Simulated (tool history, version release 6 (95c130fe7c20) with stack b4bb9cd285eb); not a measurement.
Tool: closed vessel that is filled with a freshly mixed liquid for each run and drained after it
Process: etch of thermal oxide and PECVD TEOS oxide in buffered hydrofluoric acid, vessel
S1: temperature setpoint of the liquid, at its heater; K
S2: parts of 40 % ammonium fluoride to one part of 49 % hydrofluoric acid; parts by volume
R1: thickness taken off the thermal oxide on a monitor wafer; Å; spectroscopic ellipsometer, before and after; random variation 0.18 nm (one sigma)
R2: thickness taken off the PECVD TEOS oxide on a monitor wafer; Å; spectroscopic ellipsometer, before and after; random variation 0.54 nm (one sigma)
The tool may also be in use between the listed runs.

run 1 day=0 | S1=298.15 S2=17.5 time_in_the_liquid_(s)=60 | R1=385.37 R2=995.44
run 2 day=0.25 | S1=298.15 S2=20 time_in_the_liquid_(s)=60 | R1=336.76 R2=879.3
run 3 day=0.404 | S1=296.65 S2=20 time_in_the_liquid_(s)=60 | R1=309.29 R2=807.4
run 4 day=0.512 | S1=296.65 S2=20 time_in_the_liquid_(s)=70 | R1=361.13 R2=950.44
run 5 day=0.675 | S1=294.65 S2=20 time_in_the_liquid_(s)=70 | R1=322.38 R2=853.41
run 6 day=0.862 | S1=293.15 S2=20 time_in_the_liquid_(s)=70 | R1=292.12 R2=783.5
run 7 day=1.079 | S1=292.65 S2=20 time_in_the_liquid_(s)=70 | R1=286.53 R2=755.45
run 8 day=1.288 | S1=292.15 S2=20 time_in_the_liquid_(s)=70 | R1=282.67 R2=742.56
run 9 day=1.321 | S1=291.65 S2=20 time_in_the_liquid_(s)=70 | R1=272.61 R2=721.81
run 10 day=1.658 | S1=291.15 S2=20 time_in_the_liquid_(s)=70 | R1=264.5 R2=697.77

Forecast run 11:
run 11 day=1.983 | S1=290.65 S2=20 time_in_the_liquid_(s)=70 | R1=? R2=?

{"run 11": {"R1": 258.43, "R2": 674.93}}
